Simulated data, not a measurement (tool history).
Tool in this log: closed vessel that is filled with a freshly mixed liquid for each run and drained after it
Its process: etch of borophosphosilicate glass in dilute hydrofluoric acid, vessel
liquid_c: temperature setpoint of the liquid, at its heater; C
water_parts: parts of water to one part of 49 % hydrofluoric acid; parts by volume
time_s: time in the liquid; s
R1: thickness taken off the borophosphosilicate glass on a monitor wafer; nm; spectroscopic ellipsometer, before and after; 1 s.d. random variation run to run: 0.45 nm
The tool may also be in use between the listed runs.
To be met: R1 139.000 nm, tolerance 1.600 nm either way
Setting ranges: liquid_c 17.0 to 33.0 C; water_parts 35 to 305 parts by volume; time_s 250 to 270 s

{"run": 1, "day": 0.0, "liquid_c": 25.0, "water_parts": 170, "time_s": 250, "R1": 54.285}
{"run": 2, "day": 0.179, "liquid_c": 25.0, "water_parts": 170, "time_s": 250, "R1": 54.246}
{"run": 3, "day": 0.5, "liquid_c": 25.0, "water_parts": 170, "time_s": 270, "R1": 58.822}
{"run": 4, "day": 0.85, "liquid_c": 27.0, "water_parts": 170, "time_s": 270, "R1": 63.011}
{"run": 5, "day": 0.946, "liquid_c": 27.0, "water_parts": 170, "time_s": 250, "R1": 58.354}
{"run": 6, "day": 1.117, "liquid_c": 27.0, "water_parts": 170, "time_s": 270, "R1": 63.106}
{"run": 7, "day": 1.225, "liquid_c": 27.0, "water_parts": 170, "time_s": 270, "R1": 63.323}
{"run": 8, "day": 1.442, "liquid_c": 27.0, "water_parts": 170, "time_s": 270, "R1": 62.902}
{"run": 9, "day": 1.508, "liquid_c": 28.5, "water_parts": 150, "time_s": 270, "R1": 77.68}
{"run": 10, "day": 1.675, "liquid_c": 29.5, "water_parts": 135, "time_s": 270, "R1": 91.219}
{"run": 11, "day": 1.7, "liquid_c": 33.0, "water_parts": 90, "time_s": 270, "R1": 165.17}
{"run": 12, "day": 1.933, "liquid_c": 33.0, "water_parts": 90, "time_s": 270, "R1": 165.38}
{"run": 13, "day": 1.958, "liquid_c": 32.0, "water_parts": 90, "time_s": 270, "R1": 159.79}
{"run": 14, "day": 2.238, "liquid_c": 31.0, "water_parts": 90, "time_s": 270, "R1": 153.58}
{"run": 15, "day": 2.329, "liquid_c": 30.5, "water_parts": 90, "time_s": 270, "R1": 150.45}
{"run": 16, "day": 2.375, "liquid_c": 30.0, "water_parts": 90, "time_s": 270, "R1": 147.68}
{"run": 17, "day": 2.612, "liquid_c": 29.5, "water_parts": 90, "time_s": 270, "R1": 144.89}
{"run": 18, "day": 2.812, "liquid_c": 29.0, "water_parts": 90, "time_s": 270, "R1": 142.42}

Of the 4 settings listed for the next run, only one would bring every result within its allowed miss of target. Which one?
{"run": "A", "day": 3.012, "liquid_c": 31.5, "water_parts": 95, "time_s": 270, "R1": "?"}
{"run": "B", "day": 3.012, "liquid_c": 30.5, "water_parts": 95, "time_s": 265, "R1": "?"}
{"run": "C", "day": 3.012, "liquid_c": 30.5, "water_parts": 90, "time_s": 260, "R1": "?"}
{"run": "D", "day": 3.012, "liquid_c": 29.5, "water_parts": 90, "time_s": 270, "R1": "?"}

move=A R1=147.420
move=B R1=139.390
move=C R1=145.400
move=D R1=145.390
A: misses by more than the last run did
B: meets every target
C: misses by more than the last run did
D: misses by more than the last run did
B meets every target.

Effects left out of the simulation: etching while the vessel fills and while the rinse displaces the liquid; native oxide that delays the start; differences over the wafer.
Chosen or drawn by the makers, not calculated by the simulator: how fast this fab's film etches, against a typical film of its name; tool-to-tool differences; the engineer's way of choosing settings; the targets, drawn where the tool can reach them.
